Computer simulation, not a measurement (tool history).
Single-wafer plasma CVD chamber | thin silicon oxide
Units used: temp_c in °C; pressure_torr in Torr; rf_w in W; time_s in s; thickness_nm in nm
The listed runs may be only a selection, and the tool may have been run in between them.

run 1 day=0.000 | temp_c=420 pressure_torr=0.549 rf_w=235 time_s=4.88 | thickness_nm=5.0765
run 2 day=0.200 | temp_c=420 pressure_torr=0.549 rf_w=215 time_s=4.88 | thickness_nm=4.8645
run 3 day=0.458 | temp_c=420 pressure_torr=0.450 rf_w=215 time_s=4.88 | thickness_nm=4.0045
run 4 day=0.817 | temp_c=420 pressure_torr=0.384 rf_w=215 time_s=4.88 | thickness_nm=3.4085
run 5 day=1.017 | temp_c=420 pressure_torr=0.329 rf_w=215 time_s=4.88 | thickness_nm=2.9443
run 6 day=1.188 | temp_c=420 pressure_torr=0.370 rf_w=215 time_s=4.88 | thickness_nm=3.2669
run 7 day=1.400 | temp_c=420 pressure_torr=0.407 rf_w=215 time_s=4.88 | thickness_nm=3.6494
run 8 day=1.433 | temp_c=420 pressure_torr=0.440 rf_w=215 time_s=4.88 | thickness_nm=3.8948
run 9 day=1.479 | temp_c=420 pressure_torr=0.469 rf_w=215 time_s=4.88 | thickness_nm=4.1936
run 10 day=1.812 | temp_c=420 pressure_torr=0.579 rf_w=220 time_s=4.88 | thickness_nm=5.1935
run 11 day=1.850 | temp_c=420 pressure_torr=0.595 rf_w=220 time_s=4.88 | thickness_nm=5.3148
run 12 day=1.871 | temp_c=420 pressure_torr=0.705 rf_w=225 time_s=4.88 | thickness_nm=6.3075
run 13 day=2.038 | temp_c=420 pressure_torr=0.711 rf_w=225 time_s=4.88 | thickness_nm=6.4333
run 14 day=2.400 | temp_c=420 pressure_torr=0.715 rf_w=225 time_s=4.88 | thickness_nm=6.3630
run 15 day=2.458 | temp_c=420 pressure_torr=0.720 rf_w=225 time_s=4.88 | thickness_nm=6.3959
run 16 day=2.679 | temp_c=420 pressure_torr=0.725 rf_w=225 time_s=4.88 | thickness_nm=6.4883
run 17 day=3.038 | temp_c=420 pressure_torr=0.729 rf_w=225 time_s=4.88 | thickness_nm=6.5078
run 18 day=3.354 | temp_c=420 pressure_torr=0.733 rf_w=225 time_s=4.88 | thickness_nm=6.5691
run 19 day=3.554 | temp_c=420 pressure_torr=0.736 rf_w=225 time_s=4.88 | thickness_nm=6.6011
run 20 day=3.700 | temp_c=420 pressure_torr=0.739 rf_w=225 time_s=4.88 | thickness_nm=6.5796
run 21 day=3.912 | temp_c=420 pressure_torr=0.742 rf_w=225 time_s=4.88 | thickness_nm=6.5919
run 22 day=4.192 | temp_c=420 pressure_torr=0.745 rf_w=225 time_s=4.88 | thickness_nm=6.6600
run 23 day=4.250 | temp_c=420 pressure_torr=0.747 rf_w=225 time_s=4.88 | thickness_nm=6.6399

Estimate the outcome of run 24 from the log above:
run 24 day=4.604 | temp_c=420 pressure_torr=0.747 rf_w=225 time_s=4.88 | thickness_nm=?

thickness_nm: 6.6874 nm
